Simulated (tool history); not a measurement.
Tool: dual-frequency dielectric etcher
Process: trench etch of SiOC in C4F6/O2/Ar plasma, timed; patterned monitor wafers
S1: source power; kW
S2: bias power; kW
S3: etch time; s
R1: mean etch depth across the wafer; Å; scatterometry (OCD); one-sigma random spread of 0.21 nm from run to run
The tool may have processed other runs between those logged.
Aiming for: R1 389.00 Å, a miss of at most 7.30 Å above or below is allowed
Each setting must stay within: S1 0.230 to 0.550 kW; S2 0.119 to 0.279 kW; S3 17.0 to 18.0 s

| run | hour | S1 | S2 | S3 | R1 |
|---|---|---|---|---|---|
| 1 | 0.0 | 0.390 | 0.199 | 17.0 | 338.05 |
| 2 | 2.7 | 0.410 | 0.201 | 17.0 | 347.75 |
| 3 | 8.2 | 0.430 | 0.202 | 17.0 | 353.96 |
| 4 | 10.3 | 0.360 | 0.202 | 17.0 | 332.15 |
| 5 | 11.3 | 0.360 | 0.202 | 18.0 | 347.87 |
| 6 | 18.8 | 0.330 | 0.202 | 18.0 | 335.25 |
| 7 | 23.8 | 0.350 | 0.203 | 18.0 | 345.95 |
| 8 | 30.4 | 0.370 | 0.204 | 18.0 | 356.68 |
|  | 39.2 | bias power generator calibrated |
| 9 | 39.2 | 0.380 | 0.205 | 18.0 | 368.40 |
| 10 | 45.6 | 0.390 | 0.205 | 18.0 | 368.77 |
| 11 | 51.3 | 0.400 | 0.205 | 18.0 | 375.77 |
| 12 | 54.4 | 0.410 | 0.206 | 18.0 | 381.56 |

Exercise: of the 4 proposed moves below, exactly one satisfies all targets within the stated allowed misses. Which move is it?
| A | 57.5 | 0.480 | 0.220 | 17.5 | ? |
| B | 57.5 | 0.450 | 0.219 | 18.0 | ? |
| C | 57.5 | 0.400 | 0.221 | 18.0 | ? |
| D | 57.5 | 0.380 | 0.223 | 17.5 | ? |

| move | R1 |
|---|---|
| A | 406.41 |
| B | 406.10 |
| C | 388.21 |
| D | 370.93 |
A: pushes the last run's worst result past its target
B: pushes the last run's worst result past its target
C: all results in spec
D: lands further from the targets than the last run did
Correct choice: C, which meets every target
